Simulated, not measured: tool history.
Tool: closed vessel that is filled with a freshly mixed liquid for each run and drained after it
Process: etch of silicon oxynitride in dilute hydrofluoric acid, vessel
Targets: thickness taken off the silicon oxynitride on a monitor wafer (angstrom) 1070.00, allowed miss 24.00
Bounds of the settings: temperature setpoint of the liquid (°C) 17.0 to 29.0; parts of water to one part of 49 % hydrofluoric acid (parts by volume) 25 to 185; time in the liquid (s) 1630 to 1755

run	hour	temperature setpoint of the liquid (°C)	parts of water to one part of 49 % hydrofluoric acid (parts by volume)	time in the liquid (s)	thickness taken off the silicon oxynitride on a monitor wafer (angstrom)
1	0.0	21.0	105	1630	613.06
2	7.9	23.0	100	1630	717.42
3	11.6	24.5	95	1630	807.69
4	19.5	25.5	95	1630	853.55
5	26.3	26.5	95	1630	891.16
6	27.1	23.0	95	1630	757.03
7	34.3	24.5	95	1630	809.22
8	35.9	28.5	85	1630	1103.30

5 next moves are on the table. One of them brings every result within its allowed miss. Which?
A	37.5	29.0	85	1675	?
B	37.5	25.0	70	1630	?
C	37.5	29.0	85	1690	?
D	37.5	29.0	85	1640	?
E	37.5	29.0	90	1635	?

move	thickness taken off the silicon oxynitride on a monitor wafer (angstrom)
A	1155.20
B	1148.30
C	1165.50
D	1131.00
E	1059.60
A: further off than the last run
B: further off than the last run
C: further off than the last run
D: further off than the last run
E: meets every target
Answer: E
